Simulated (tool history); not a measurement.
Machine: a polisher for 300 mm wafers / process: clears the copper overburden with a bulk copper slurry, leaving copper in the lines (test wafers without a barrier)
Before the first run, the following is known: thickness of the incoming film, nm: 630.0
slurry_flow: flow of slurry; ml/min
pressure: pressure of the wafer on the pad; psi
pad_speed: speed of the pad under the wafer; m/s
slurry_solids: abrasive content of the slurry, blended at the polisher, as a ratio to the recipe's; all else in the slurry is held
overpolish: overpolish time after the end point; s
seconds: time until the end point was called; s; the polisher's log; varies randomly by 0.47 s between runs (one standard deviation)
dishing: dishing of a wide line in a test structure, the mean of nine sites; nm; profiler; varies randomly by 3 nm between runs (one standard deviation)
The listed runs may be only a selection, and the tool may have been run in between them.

| run | day | slurry_flow | pressure | pad_speed | slurry_solids | overpolish | seconds | dishing |
|---|---|---|---|---|---|---|---|---|
| 1 | 0 | 225 | 3.2 | 1.3 | 1 | 18 | 59.767 | 110.89 |
| 2 | 0.292 | 225 | 3.3 | 1.3 | 1 | 19 | 58.299 | 115.02 |
| 3 | 0.342 | 265 | 3.3 | 1.3 | 1 | 19 | 57.632 | 113.78 |
| 4 | 0.388 | 265 | 2.7 | 1.3 | 1 | 19 | 69.212 | 99.299 |
| 5 | 0.617 | 265 | 2.7 | 1.3 | 1 | 16 | 69.797 | 92.153 |
| 6 | 0.683 | 265 | 2.7 | 1.02 | 1 | 16 | 86.534 | 79.111 |
| 7 | 0.854 | 265 | 3.1 | 1.02 | 1 | 18 | 75.732 | 90.93 |
| 8 | 1.104 | 265 | 3.1 | 1.02 | 1 | 18 | 76.28 | 96.394 |
| 9 | 1.404 | 265 | 3.4 | 1.02 | 1 | 19 | 70.982 | 99.995 |
| 10 | 1.629 | 265 | 3.7 | 1.02 | 1 | 20 | 65.263 | 113.36 |
| 11 | 1.829 | 265 | 3.9 | 1.02 | 1 | 20 | 61.951 | 116.13 |
| 12 | 2.083 | 265 | 4.1 | 1.02 | 1 | 20 | 58.445 | 121.87 |
| 13 | 2.429 | 265 | 4.1 | 1.02 | 1 | 20 | 58.721 | 120.43 |
| 14 | 2.579 | 265 | 4.2 | 1.02 | 1 | 21 | 56.48 | 117.62 |

Run 15, settings as shown, results not yet in. Your forecast:
| 15 | 2.812 | 260 | 4.3 | 1.02 | 1 | 23 | ? | ? |

seconds: 56.814 s
dishing: 138.31 nm

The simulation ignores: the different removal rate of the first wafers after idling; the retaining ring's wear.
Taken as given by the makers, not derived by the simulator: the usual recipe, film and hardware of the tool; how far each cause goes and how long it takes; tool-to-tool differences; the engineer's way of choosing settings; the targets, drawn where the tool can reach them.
